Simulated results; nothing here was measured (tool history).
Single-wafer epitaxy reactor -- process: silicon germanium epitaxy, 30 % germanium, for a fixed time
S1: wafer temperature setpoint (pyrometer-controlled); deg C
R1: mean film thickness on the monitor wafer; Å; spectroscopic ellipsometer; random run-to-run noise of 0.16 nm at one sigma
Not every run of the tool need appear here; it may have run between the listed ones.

run 1 day=0.000 | S1=615 chamber_pressure_(mTorr)=27000 | R1=718.58
run 2 day=0.304 | S1=613 chamber_pressure_(mTorr)=26900 | R1=698.65
run 3 day=0.367 | S1=613 chamber_pressure_(mTorr)=23500 | R1=658.19
run 4 day=0.667 | S1=612 chamber_pressure_(mTorr)=23500 | R1=650.42
run 5 day=0.717 | S1=602 chamber_pressure_(mTorr)=23500 | R1=554.86
run 6 day=0.912 | S1=604 chamber_pressure_(mTorr)=23600 | R1=574.35

Run 7 is up next; what results do you expect?
run 7 day=1.121 | S1=605 chamber_pressure_(mTorr)=23700 | R1=?

R1: 581.52 Å

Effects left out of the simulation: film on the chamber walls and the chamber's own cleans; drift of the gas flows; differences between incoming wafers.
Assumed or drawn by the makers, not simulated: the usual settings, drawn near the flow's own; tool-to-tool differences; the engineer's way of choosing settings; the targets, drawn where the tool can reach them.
